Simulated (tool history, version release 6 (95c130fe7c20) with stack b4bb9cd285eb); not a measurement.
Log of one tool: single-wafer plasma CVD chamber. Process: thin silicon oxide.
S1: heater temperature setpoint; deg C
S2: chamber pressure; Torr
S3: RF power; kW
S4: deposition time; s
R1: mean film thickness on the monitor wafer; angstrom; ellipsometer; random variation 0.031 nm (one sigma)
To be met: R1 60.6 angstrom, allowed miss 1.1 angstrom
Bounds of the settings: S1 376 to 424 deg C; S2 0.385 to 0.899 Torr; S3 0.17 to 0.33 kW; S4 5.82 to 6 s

| run | hour | S1 | S2 | S3 | S4 | R1 |
|---|---|---|---|---|---|---|
| 1 | 0 | 400 | 0.642 | 0.25 | 5.82 | 81.533 |
| 2 | 4.6 | 400 | 0.604 | 0.25 | 5.82 | 77.133 |
| 3 | 13 | 400 | 0.571 | 0.25 | 5.82 | 72.659 |
| 4 | 21.8 | 400 | 0.571 | 0.22 | 5.82 | 65.904 |
| 5 | 26 | 400 | 0.56 | 0.22 | 5.82 | 65.466 |
| 6 | 27.1 | 400 | 0.453 | 0.22 | 5.82 | 53.269 |
| 7 | 28.1 | 400 | 0.468 | 0.22 | 5.82 | 55.164 |
| 8 | 33.4 | 400 | 0.479 | 0.22 | 5.82 | 55.711 |
| 9 | 38.5 | 400 | 0.489 | 0.22 | 5.82 | 57.048 |
| 10 | 39.1 | 400 | 0.496 | 0.22 | 5.82 | 58.123 |
| 11 | 42.7 | 400 | 0.501 | 0.22 | 5.82 | 58.792 |
| 12 | 48 | 400 | 0.505 | 0.22 | 5.82 | 58.848 |
| 13 | 50.8 | 400 | 0.505 | 0.22 | 5.82 | 59.04 |
| 14 | 55.9 | 400 | 0.505 | 0.22 | 5.82 | 58.62 |
| 15 | 60.9 | 400 | 0.509 | 0.22 | 5.82 | 59.625 |

Which of these 5 next moves meets every target?
| A | 65.9 | 399 | 0.484 | 0.225 | 5.95 | ? |
| B | 65.9 | 406 | 0.45 | 0.245 | 5.95 | ? |
| C | 65.9 | 403 | 0.491 | 0.225 | 5.82 | ? |
| D | 65.9 | 407 | 0.522 | 0.21 | 6 | ? |
| E | 65.9 | 400 | 0.514 | 0.215 | 5.82 | ? |

| move | R1 |
|---|---|
| A | 59.111 |
| B | 58.218 |
| C | 58.501 |
| D | 60.55 |
| E | 59.18 |
A: further off than the last run
B: further off than the last run
C: further off than the last run
D: meets every target
E: further off than the last run
Move D is the one to make.
